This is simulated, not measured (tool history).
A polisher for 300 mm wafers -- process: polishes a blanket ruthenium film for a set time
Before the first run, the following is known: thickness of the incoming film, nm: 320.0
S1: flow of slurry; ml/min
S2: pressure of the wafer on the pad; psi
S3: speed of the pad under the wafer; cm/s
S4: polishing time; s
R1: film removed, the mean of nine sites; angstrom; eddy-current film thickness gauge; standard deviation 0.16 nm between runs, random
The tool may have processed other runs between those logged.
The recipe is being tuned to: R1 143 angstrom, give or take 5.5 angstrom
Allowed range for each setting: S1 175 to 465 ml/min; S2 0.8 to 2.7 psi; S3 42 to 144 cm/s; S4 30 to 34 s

Run 1, hour 0: S1 295 ml/min, S2 1.7 psi, S3 92 cm/s, S4 34 s. Result: R1 340.8 angstrom.
Run 2, hour 4.7: S1 295 ml/min, S2 1.7 psi, S3 102 cm/s, S4 34 s. Result: R1 385.22 angstrom.
Run 3, hour 7.2: S1 295 ml/min, S2 1.7 psi, S3 122 cm/s, S4 34 s. Result: R1 463.23 angstrom.
Run 4, hour 9: S1 295 ml/min, S2 1.6 psi, S3 114 cm/s, S4 34 s. Result: R1 408.89 angstrom.
At hour 13.5: slurry nozzle cleaned.
Run 5, hour 13.5: S1 295 ml/min, S2 1.4 psi, S3 114 cm/s, S4 34 s. Result: R1 367.71 angstrom.
Run 6, hour 16.9: S1 295 ml/min, S2 1.8 psi, S3 114 cm/s, S4 34 s. Result: R1 470.47 angstrom.
Run 7, hour 21: S1 295 ml/min, S2 1.7 psi, S3 108 cm/s, S4 34 s. Result: R1 420.71 angstrom.
Run 8, hour 22.4: S1 295 ml/min, S2 1.6 psi, S3 102 cm/s, S4 34 s. Result: R1 373.59 angstrom.
Run 9, hour 23.9: S1 295 ml/min, S2 1.6 psi, S3 102 cm/s, S4 34 s. Result: R1 382.16 angstrom.
Run 10, hour 24.5: S1 280 ml/min, S2 1.5 psi, S3 94 cm/s, S4 33 s. Result: R1 313.49 angstrom.
Run 11, hour 29.9: S1 280 ml/min, S2 1.4 psi, S3 90 cm/s, S4 33 s. Result: R1 287.1 angstrom.
Run 12, hour 32.8: S1 280 ml/min, S2 1.3 psi, S3 86 cm/s, S4 33 s. Result: R1 254.76 angstrom.
Run 13, hour 38.3: S1 280 ml/min, S2 1.2 psi, S3 82 cm/s, S4 33 s. Result: R1 232.87 angstrom.
Run 14, hour 45: S1 280 ml/min, S2 1.2 psi, S3 78 cm/s, S4 33 s. Result: R1 218.53 angstrom.
Run 15, hour 50.9: S1 280 ml/min, S2 0.8 psi, S3 60 cm/s, S4 32 s. Result: R1 116.29 angstrom.

Which single option among these 5 for the next run brings every result within its allowed miss of target? Just one does.
Run A, hour 56.8: S1 300 ml/min, S2 0.9 psi, S3 68 cm/s, S4 32 s. Result: R1 ?.
Run B, hour 56.8: S1 280 ml/min, S2 0.9 psi, S3 70 cm/s, S4 34 s. Result: R1 ?.
Run C, hour 56.8: S1 265 ml/min, S2 0.9 psi, S3 60 cm/s, S4 30 s. Result: R1 ?.
Run D, hour 56.8: S1 300 ml/min, S2 0.9 psi, S3 72 cm/s, S4 33 s. Result: R1 ?.
Run E, hour 56.8: S1 260 ml/min, S2 1.1 psi, S3 60 cm/s, S4 33 s. Result: R1 ?.

move      R1
   A  143.46
   B  155.62
   C  117.74
   D   156.3
   E  154.63
A: hits every target within its allowed miss
B: pushes the last run's worst result past its target
C: closes in on the targets versus the last run, not all within tolerance yet
D: pushes the last run's worst result past its target
E: pushes the last run's worst result past its target
The move that meets every target is A.
